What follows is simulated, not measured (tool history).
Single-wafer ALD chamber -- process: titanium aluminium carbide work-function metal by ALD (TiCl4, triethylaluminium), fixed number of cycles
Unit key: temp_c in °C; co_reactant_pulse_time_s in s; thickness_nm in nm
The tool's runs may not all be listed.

run    day  temp_c  co_reactant_pulse_time_s  thickness_nm
  1      0     305                     11.94        2.0336
  2  0.062     298                      9.63        1.8987
  3  0.317     293                      8.82        1.8297
  4  0.479     290                      8.28         1.767
  5  0.746     296                      8.28         1.836
  6  0.929     292                      7.91        1.7834

What will run 7 give?
  7  1.179     281                      6.78             ?

thickness_nm: 1.5976 nm

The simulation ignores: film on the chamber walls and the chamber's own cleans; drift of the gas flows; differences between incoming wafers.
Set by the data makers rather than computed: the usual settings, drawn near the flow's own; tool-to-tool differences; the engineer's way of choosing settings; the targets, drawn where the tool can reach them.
